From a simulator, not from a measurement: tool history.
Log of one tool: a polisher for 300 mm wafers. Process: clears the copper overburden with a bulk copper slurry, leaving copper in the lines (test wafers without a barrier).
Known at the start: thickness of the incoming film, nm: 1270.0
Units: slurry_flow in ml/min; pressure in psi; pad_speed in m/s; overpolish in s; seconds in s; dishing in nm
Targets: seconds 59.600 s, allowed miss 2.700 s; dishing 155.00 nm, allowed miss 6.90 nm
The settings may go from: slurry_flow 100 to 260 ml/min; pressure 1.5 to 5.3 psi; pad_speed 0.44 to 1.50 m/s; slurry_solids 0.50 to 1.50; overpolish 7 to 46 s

{"run": 1, "day": 0.0, "slurry_flow": 165, "pressure": 3.4, "pad_speed": 0.96, "slurry_solids": 1.0, "overpolish": 24, "seconds": 107.12, "dishing": 126.96}
{"run": 2, "day": 0.25, "slurry_flow": 170, "pressure": 3.7, "pad_speed": 0.96, "slurry_solids": 1.0, "overpolish": 23, "seconds": 97.004, "dishing": 130.25}
{"run": 3, "day": 0.608, "slurry_flow": 175, "pressure": 3.9, "pad_speed": 0.96, "slurry_solids": 1.0, "overpolish": 22, "seconds": 90.998, "dishing": 134.66}
{"run": 4, "day": 0.946, "slurry_flow": 180, "pressure": 4.1, "pad_speed": 0.96, "slurry_solids": 1.0, "overpolish": 21, "seconds": 86.632, "dishing": 133.97}
{"run": 5, "day": 1.204, "slurry_flow": 180, "pressure": 4.1, "pad_speed": 0.96, "slurry_solids": 0.8, "overpolish": 21, "seconds": 91.096, "dishing": 130.1}
{"run": 6, "day": 1.396, "slurry_flow": 180, "pressure": 4.8, "pad_speed": 0.96, "slurry_solids": 0.8, "overpolish": 21, "seconds": 78.229, "dishing": 143.81}
{"run": 7, "day": 1.562, "slurry_flow": 185, "pressure": 4.9, "pad_speed": 0.98, "slurry_solids": 0.8, "overpolish": 20, "seconds": 76.104, "dishing": 144.91}
{"run": 8, "day": 1.762, "slurry_flow": 185, "pressure": 5.0, "pad_speed": 1.0, "slurry_solids": 0.8, "overpolish": 19, "seconds": 70.668, "dishing": 143.36}
{"run": 9, "day": 1.854, "slurry_flow": 195, "pressure": 5.3, "pad_speed": 1.06, "slurry_solids": 0.8, "overpolish": 18, "seconds": 64.715, "dishing": 150.45}

5 next moves are on the table. One of them brings every result within its allowed miss. Which?
{"run": "A", "day": 1.946, "slurry_flow": 200, "pressure": 4.9, "pad_speed": 0.92, "slurry_solids": 0.85, "overpolish": 22, "seconds": "?", "dishing": "?"}
{"run": "B", "day": 1.946, "slurry_flow": 250, "pressure": 5.3, "pad_speed": 1.08, "slurry_solids": 0.9, "overpolish": 14, "seconds": "?", "dishing": "?"}
{"run": "C", "day": 1.946, "slurry_flow": 220, "pressure": 5.2, "pad_speed": 1.0, "slurry_solids": 0.85, "overpolish": 16, "seconds": "?", "dishing": "?"}
{"run": "D", "day": 1.946, "slurry_flow": 185, "pressure": 4.9, "pad_speed": 1.1, "slurry_solids": 0.8, "overpolish": 23, "seconds": "?", "dishing": "?"}
{"run": "E", "day": 1.946, "slurry_flow": 155, "pressure": 5.3, "pad_speed": 1.18, "slurry_solids": 0.75, "overpolish": 18, "seconds": "?", "dishing": "?"}

move=A seconds=78.633 dishing=149.67
move=B seconds=59.878 dishing=137.91
move=C seconds=67.558 dishing=138.55
move=D seconds=67.721 dishing=163.02
move=E seconds=61.160 dishing=155.15
A: further off than the last run
B: brings the result that was furthest off to its target, and leaves another outside
C: further off than the last run
D: further off than the last run
E: meets every target
The right move is E.
